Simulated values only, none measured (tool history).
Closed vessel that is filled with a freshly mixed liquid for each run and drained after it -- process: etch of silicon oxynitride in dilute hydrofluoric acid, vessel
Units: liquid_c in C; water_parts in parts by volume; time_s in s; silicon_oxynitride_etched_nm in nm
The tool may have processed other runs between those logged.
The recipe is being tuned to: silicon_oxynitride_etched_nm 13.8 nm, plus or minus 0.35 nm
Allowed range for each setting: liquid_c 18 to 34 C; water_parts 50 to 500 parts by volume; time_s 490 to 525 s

run 1 hour=0 | liquid_c=26 water_parts=275 time_s=490 | silicon_oxynitride_etched_nm=7.1396
run 2 hour=7.5 | liquid_c=27 water_parts=275 time_s=490 | silicon_oxynitride_etched_nm=7.623
run 3 hour=16.2 | liquid_c=27.5 water_parts=270 time_s=490 | silicon_oxynitride_etched_nm=7.7963
run 4 hour=21.9 | liquid_c=25 water_parts=270 time_s=490 | silicon_oxynitride_etched_nm=7.1088
run 5 hour=25.5 | liquid_c=25 water_parts=270 time_s=490 | silicon_oxynitride_etched_nm=7.0417
run 6 hour=31 | liquid_c=26 water_parts=265 time_s=490 | silicon_oxynitride_etched_nm=7.4863
run 7 hour=33.8 | liquid_c=27 water_parts=260 time_s=490 | silicon_oxynitride_etched_nm=8.1165
run 8 hour=42.6 | liquid_c=27.5 water_parts=255 time_s=490 | silicon_oxynitride_etched_nm=8.2967
run 9 hour=51 | liquid_c=28 water_parts=250 time_s=490 | silicon_oxynitride_etched_nm=8.7488
run 10 hour=53.6 | liquid_c=28.5 water_parts=245 time_s=490 | silicon_oxynitride_etched_nm=9.3684
run 11 hour=57.5 | liquid_c=29 water_parts=240 time_s=490 | silicon_oxynitride_etched_nm=9.6553
run 12 hour=61.6 | liquid_c=33 water_parts=190 time_s=490 | silicon_oxynitride_etched_nm=15.053
run 13 hour=63.6 | liquid_c=32 water_parts=190 time_s=490 | silicon_oxynitride_etched_nm=14.257

Which of these 5 next moves meets every target?
run A hour=65.6 | liquid_c=32 water_parts=190 time_s=525 | silicon_oxynitride_etched_nm=?
run B hour=65.6 | liquid_c=32.5 water_parts=185 time_s=495 | silicon_oxynitride_etched_nm=?
run C hour=65.6 | liquid_c=30.5 water_parts=200 time_s=525 | silicon_oxynitride_etched_nm=?
run D hour=65.6 | liquid_c=29 water_parts=165 time_s=490 | silicon_oxynitride_etched_nm=?
run E hour=65.6 | liquid_c=34 water_parts=215 time_s=525 | silicon_oxynitride_etched_nm=?

move=A silicon_oxynitride_etched_nm=15.321
move=B silicon_oxynitride_etched_nm=15.22
move=C silicon_oxynitride_etched_nm=13.549
move=D silicon_oxynitride_etched_nm=14.849
move=E silicon_oxynitride_etched_nm=14.329
A: lands further from the targets than the last run did
B: lands further from the targets than the last run did
C: every result within its allowed miss
D: lands further from the targets than the last run did
E: lands further from the targets than the last run did
C is the move that brings every result within its allowed miss.

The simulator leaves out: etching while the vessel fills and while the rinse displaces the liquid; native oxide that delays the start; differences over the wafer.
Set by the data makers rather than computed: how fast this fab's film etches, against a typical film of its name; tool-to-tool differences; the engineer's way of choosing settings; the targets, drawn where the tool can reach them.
